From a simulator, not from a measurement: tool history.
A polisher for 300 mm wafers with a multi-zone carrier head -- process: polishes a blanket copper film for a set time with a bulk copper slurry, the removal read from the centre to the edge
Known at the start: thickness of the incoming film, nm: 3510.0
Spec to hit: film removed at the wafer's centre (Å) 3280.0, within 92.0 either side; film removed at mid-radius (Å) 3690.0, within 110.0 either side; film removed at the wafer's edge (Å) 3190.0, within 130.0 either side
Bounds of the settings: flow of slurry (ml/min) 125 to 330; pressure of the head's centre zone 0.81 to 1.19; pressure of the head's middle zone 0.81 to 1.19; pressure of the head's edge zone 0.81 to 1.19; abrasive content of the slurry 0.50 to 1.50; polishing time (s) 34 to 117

run	hour	flow of slurry (ml/min)	pressure of the head's centre zone	pressure of the head's middle zone	pressure of the head's edge zone	abrasive content of the slurry	polishing time (s)	film removed at the wafer's centre (Å)	film removed at mid-radius (Å)	film removed at the wafer's edge (Å)
1	0.0	210	1.00	1.00	1.00	1.00	75	5412.8	5383.0	5519.6
2	5.1	210	1.00	1.00	0.92	1.00	75	5412.3	5485.9	5224.5
3	9.0	210	0.99	1.00	0.90	0.90	71	4985.3	4987.6	4804.8
4	10.8	250	0.99	1.00	0.90	0.90	71	5060.5	5107.0	4941.8
5	15.0	250	0.99	1.00	0.90	1.05	71	5286.7	5341.9	5130.4
6	17.4	235	0.98	1.01	0.88	0.95	68	4860.8	4953.9	4724.5
7	19.9	220	0.97	1.03	0.87	0.85	65	4398.9	4660.4	4285.8
8	24.4	220	0.97	1.03	0.87	0.85	65	4445.8	4648.5	4321.0
9	26.8	210	0.96	1.04	0.86	0.80	63	4107.5	4413.7	4038.6
10	27.7	200	0.96	1.05	0.85	0.75	62	3985.1	4281.7	3871.9
11	31.1	190	0.95	1.06	0.84	0.70	61	3720.5	4115.4	3687.8
12	32.4	190	0.95	1.06	0.84	0.70	61	3744.9	4146.1	3711.1
13	37.2	185	0.95	1.06	0.83	0.65	60	3565.8	3931.7	3524.9
14	42.9	180	0.95	1.07	0.83	0.65	60	3545.5	3974.6	3527.1
15	49.2	175	0.95	1.07	0.83	0.65	60	3521.8	3872.5	3548.0
16	53.0	175	0.95	1.08	0.83	0.60	59	3398.2	3792.9	3401.2
17	58.9	170	0.95	1.09	0.83	0.60	59	3387.6	3805.7	3345.9
18	66.5	140	0.95	1.10	0.81	0.50	59	3025.1	3493.0	3009.3
19	70.6	145	0.95	1.10	0.81	0.50	59	3071.4	3537.7	3099.5
20	74.7	190	0.99	1.13	0.82	0.55	58	3415.5	3856.9	3233.6
21	80.2	185	0.99	1.13	0.82	0.55	58	3424.1	3863.5	3185.5

Exactly one of the 5 candidate moves below puts every result within its allowed miss. Which one?
A	85.7	195	1.05	1.18	0.83	0.60	56	?	?	?
B	85.7	215	1.05	1.10	0.81	0.65	53	?	?	?
C	85.7	170	1.00	1.15	0.89	0.50	58	?	?	?
D	85.7	240	1.07	1.11	0.81	0.50	55	?	?	?
E	85.7	230	1.05	1.04	0.82	0.70	52	?	?	?

move	film removed at the wafer's centre (Å)	film removed at mid-radius (Å)	film removed at the wafer's edge (Å)
A	3601.3	3985.0	3200.6
B	3550.7	3695.3	3109.3
C	3256.8	3715.4	3169.3
D	3515.4	3610.5	3003.1
E	3598.2	3568.3	3160.5
A: further off than the last run
B: gets the furthest-off result to its target, but another result is out of tolerance
C: all results land within tolerance of their targets
D: gets the furthest-off result to its target, but another result is out of tolerance
E: carries the result that was furthest off beyond its target, to the other side
C meets every target.
